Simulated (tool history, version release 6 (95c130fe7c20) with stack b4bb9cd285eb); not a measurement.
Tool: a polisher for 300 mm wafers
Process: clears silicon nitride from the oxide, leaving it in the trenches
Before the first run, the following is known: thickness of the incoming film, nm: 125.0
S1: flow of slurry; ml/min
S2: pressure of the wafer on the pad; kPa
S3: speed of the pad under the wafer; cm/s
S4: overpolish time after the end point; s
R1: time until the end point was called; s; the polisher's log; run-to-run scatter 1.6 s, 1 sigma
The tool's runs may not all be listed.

| run | day | S1 | S2 | S3 | S4 | R1 |
|---|---|---|---|---|---|---|
| 1 | 0.000 | 135 | 20.7 | 130 | 9 | 106.98 |
| 2 | 0.212 | 135 | 21.4 | 130 | 9 | 103.16 |
| 3 | 0.312 | 135 | 22.1 | 130 | 9 | 101.38 |
| 4 | 0.667 | 135 | 22.1 | 130 | 9 | 103.86 |
| 5 | 0.704 | 135 | 17.2 | 130 | 9 | 132.27 |
| 6 | 1.079 | 135 | 17.2 | 130 | 9 | 128.28 |
| 7 | 1.254 | 135 | 17.2 | 130 | 9 | 129.71 |

Run 8 comes next. What will it give?
| 8 | 1.525 | 135 | 18.6 | 132 | 9 | ? |

{"run 8": {"R1": 119.69}}
